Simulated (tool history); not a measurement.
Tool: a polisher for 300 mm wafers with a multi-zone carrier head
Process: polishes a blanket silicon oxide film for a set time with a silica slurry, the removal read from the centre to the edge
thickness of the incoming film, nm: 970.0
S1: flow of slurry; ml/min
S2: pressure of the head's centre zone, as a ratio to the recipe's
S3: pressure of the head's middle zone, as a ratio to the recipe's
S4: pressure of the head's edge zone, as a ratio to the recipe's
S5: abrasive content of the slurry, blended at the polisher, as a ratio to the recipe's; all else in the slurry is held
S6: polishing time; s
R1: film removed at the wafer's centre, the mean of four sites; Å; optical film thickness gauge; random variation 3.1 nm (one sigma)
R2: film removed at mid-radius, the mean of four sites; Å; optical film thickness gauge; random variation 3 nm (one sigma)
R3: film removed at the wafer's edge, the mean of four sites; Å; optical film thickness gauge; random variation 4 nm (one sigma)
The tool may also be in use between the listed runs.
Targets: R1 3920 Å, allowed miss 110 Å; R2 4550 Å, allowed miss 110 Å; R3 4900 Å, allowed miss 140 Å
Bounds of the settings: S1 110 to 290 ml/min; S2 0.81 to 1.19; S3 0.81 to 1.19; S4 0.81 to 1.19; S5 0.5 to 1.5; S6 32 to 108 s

{"run": 1, "hour": 0.0, "S1": 185, "S2": 1, "S3": 1, "S4": 1, "S5": 1, "S6": 70, "R1": 2568.5, "R2": 2796, "R3": 2784.2}
{"run": 2, "hour": 7.6, "S1": 190, "S2": 0.99, "S3": 1, "S4": 1.03, "S5": 1.1, "S6": 73, "R1": 2726.2, "R2": 3037.4, "R3": 3047.1}
{"run": 3, "hour": 9.7, "S1": 190, "S2": 0.99, "S3": 1, "S4": 1.06, "S5": 1.15, "S6": 77, "R1": 2899.1, "R2": 3263.3, "R3": 3325}
{"run": 4, "hour": 13.7, "S1": 190, "S2": 0.99, "S3": 1, "S4": 1.08, "S5": 1.2, "S6": 80, "R1": 3105.7, "R2": 3431.6, "R3": 3547.4}
{"run": 5, "hour": 18.5, "S1": 195, "S2": 0.98, "S3": 1, "S4": 1.1, "S5": 1.25, "S6": 82, "R1": 3219.4, "R2": 3567.1, "R3": 3710}
{"run": 6, "hour": 20.6, "S1": 195, "S2": 0.98, "S3": 1, "S4": 1.1, "S5": 1.1, "S6": 82, "R1": 3137.8, "R2": 3425.1, "R3": 3532.8}
{"run": 7, "hour": 23.6, "S1": 190, "S2": 0.98, "S3": 1, "S4": 1.11, "S5": 1.15, "S6": 84, "R1": 3196.9, "R2": 3538.3, "R3": 3717}
{"hour": 32.5, "done": "slurry nozzle cleaned"}
{"run": 8, "hour": 32.5, "S1": 185, "S2": 0.98, "S3": 1.01, "S4": 1.12, "S5": 1.2, "S6": 86, "R1": 3599.1, "R2": 4048.3, "R3": 4093.8}
{"run": 9, "hour": 38.8, "S1": 180, "S2": 0.97, "S3": 1, "S4": 1.13, "S5": 1.25, "S6": 86, "R1": 3602.8, "R2": 4012.2, "R3": 4169.2}
{"run": 10, "hour": 46.8, "S1": 170, "S2": 0.96, "S3": 0.99, "S4": 1.14, "S5": 1.25, "S6": 86, "R1": 3551.3, "R2": 3924, "R3": 4197.2}
{"run": 11, "hour": 52.9, "S1": 170, "S2": 0.96, "S3": 0.99, "S4": 1.14, "S5": 1.25, "S6": 86, "R1": 3543, "R2": 3915.1, "R3": 4131.6}
{"run": 12, "hour": 61.0, "S1": 220, "S2": 0.89, "S3": 0.98, "S4": 1.19, "S5": 1.5, "S6": 86, "R1": 3640.2, "R2": 4387.2, "R3": 4624.1}
{"run": 13, "hour": 62.8, "S1": 220, "S2": 0.89, "S3": 0.98, "S4": 1.19, "S5": 1.5, "S6": 87, "R1": 3715.4, "R2": 4407.8, "R3": 4703.4}

Which of these 5 next moves meets every target?
{"run": "A", "hour": 64.6, "S1": 250, "S2": 0.91, "S3": 1, "S4": 1.15, "S5": 1.4, "S6": 81, "R1": "?", "R2": "?", "R3": "?"}
{"run": "B", "hour": 64.6, "S1": 225, "S2": 0.9, "S3": 0.97, "S4": 1.19, "S5": 1.5, "S6": 90, "R1": "?", "R2": "?", "R3": "?"}
{"run": "C", "hour": 64.6, "S1": 210, "S2": 0.83, "S3": 0.89, "S4": 1.19, "S5": 1.5, "S6": 91, "R1": "?", "R2": "?", "R3": "?"}
{"run": "D", "hour": 64.6, "S1": 210, "S2": 0.92, "S3": 0.98, "S4": 1.18, "S5": 1.5, "S6": 86, "R1": "?", "R2": "?", "R3": "?"}
{"run": "E", "hour": 64.6, "S1": 200, "S2": 0.94, "S3": 1.07, "S4": 1.12, "S5": 1.5, "S6": 85, "R1": "?", "R2": "?", "R3": "?"}

move=A R1=3477.5 R2=4102.8 R3=4243.1
move=B R1=3852.1 R2=4498.1 R3=4852.5
move=C R1=3548.5 R2=4223.4 R3=4875.4
move=D R1=3722.7 R2=4289.3 R3=4585.1
move=E R1=3731.2 R2=4502.1 R3=4399.1
A: further off than the last run
B: meets every target
C: further off than the last run
D: further off than the last run
E: further off than the last run
Move B is the one to make.
